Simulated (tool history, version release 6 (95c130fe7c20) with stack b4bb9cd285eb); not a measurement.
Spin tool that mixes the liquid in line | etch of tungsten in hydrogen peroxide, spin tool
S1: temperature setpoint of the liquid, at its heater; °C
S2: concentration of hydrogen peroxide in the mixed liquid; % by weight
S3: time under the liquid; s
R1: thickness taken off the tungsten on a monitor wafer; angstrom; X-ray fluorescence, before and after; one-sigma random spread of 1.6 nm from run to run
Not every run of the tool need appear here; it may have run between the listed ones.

run 1 hour=0 | S1=53 S2=18 S3=45 | R1=1306.7
run 2 hour=1.7 | S1=53 S2=16.5 S3=45 | R1=1248.9
run 3 hour=9.1 | S1=48.5 S2=16.5 S3=45 | R1=938.75
run 4 hour=10 | S1=51.5 S2=16.5 S3=45 | R1=1124.3
run 5 hour=17.1 | S1=54 S2=16.5 S3=45 | R1=1330.3
run 6 hour=20.9 | S1=55.5 S2=16.5 S3=45 | R1=1440.8
run 7 hour=22.2 | S1=57 S2=16.5 S3=45 | R1=1567.7
run 8 hour=22.8 | S1=58 S2=16.5 S3=45 | R1=1658.2

Predict the results of run 9:
run 9 hour=30.3 | S1=58.5 S2=16.5 S3=45 | R1=?

R1: 1706.6 angstrom
